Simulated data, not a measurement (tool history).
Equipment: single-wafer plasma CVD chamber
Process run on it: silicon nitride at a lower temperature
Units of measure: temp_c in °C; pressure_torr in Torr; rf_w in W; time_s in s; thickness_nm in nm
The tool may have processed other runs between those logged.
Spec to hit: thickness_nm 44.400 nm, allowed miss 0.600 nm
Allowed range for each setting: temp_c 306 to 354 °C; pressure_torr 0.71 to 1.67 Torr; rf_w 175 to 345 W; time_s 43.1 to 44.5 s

Run 1, hour 0.0: temp_c 330 °C, pressure_torr 1.19 Torr, rf_w 260 W, time_s 43.1 s. Result: thickness_nm 48.732 nm.
Run 2, hour 1.2: temp_c 330 °C, pressure_torr 1.15 Torr, rf_w 260 W, time_s 43.1 s. Result: thickness_nm 48.162 nm.
Run 3, hour 4.3: temp_c 330 °C, pressure_torr 1.06 Torr, rf_w 260 W, time_s 43.1 s. Result: thickness_nm 46.608 nm.
Run 4, hour 10.1: temp_c 330 °C, pressure_torr 1.04 Torr, rf_w 260 W, time_s 43.1 s. Result: thickness_nm 46.249 nm.
Run 5, hour 17.6: temp_c 330 °C, pressure_torr 1.25 Torr, rf_w 260 W, time_s 43.1 s. Result: thickness_nm 49.526 nm.
Run 6, hour 21.5: temp_c 330 °C, pressure_torr 1.25 Torr, rf_w 260 W, time_s 44.5 s. Result: thickness_nm 51.297 nm.
Run 7, hour 24.9: temp_c 330 °C, pressure_torr 1.19 Torr, rf_w 260 W, time_s 44.5 s. Result: thickness_nm 50.278 nm.
Run 8, hour 32.6: temp_c 330 °C, pressure_torr 1.19 Torr, rf_w 260 W, time_s 44.5 s. Result: thickness_nm 50.492 nm.
Run 9, hour 37.9: temp_c 330 °C, pressure_torr 1.14 Torr, rf_w 260 W, time_s 44.5 s. Result: thickness_nm 49.546 nm.

Next run, 5 choices. One meets every target within its allowed miss, the rest don't. Which?
Run A, hour 43.2: temp_c 331 °C, pressure_torr 1.13 Torr, rf_w 245 W, time_s 43.6 s. Result: thickness_nm ?.
Run B, hour 43.2: temp_c 334 °C, pressure_torr 1.04 Torr, rf_w 260 W, time_s 43.3 s. Result: thickness_nm ?.
Run C, hour 43.2: temp_c 332 °C, pressure_torr 1.09 Torr, rf_w 245 W, time_s 44.1 s. Result: thickness_nm ?.
Run D, hour 43.2: temp_c 332 °C, pressure_torr 1.24 Torr, rf_w 265 W, time_s 44.3 s. Result: thickness_nm ?.
Run E, hour 43.2: temp_c 326 °C, pressure_torr 1.00 Torr, rf_w 245 W, time_s 43.7 s. Result: thickness_nm ?.

move  thickness_nm
   A        46.175
   B        46.326
   C        46.041
   D        51.375
   E        44.218
A: moves toward the targets from the last run without getting all of them in spec
B: moves toward the targets from the last run without getting all of them in spec
C: moves toward the targets from the last run without getting all of them in spec
D: further off than the last run
E: hits every target within its allowed miss
Go with E: it meets all targets.

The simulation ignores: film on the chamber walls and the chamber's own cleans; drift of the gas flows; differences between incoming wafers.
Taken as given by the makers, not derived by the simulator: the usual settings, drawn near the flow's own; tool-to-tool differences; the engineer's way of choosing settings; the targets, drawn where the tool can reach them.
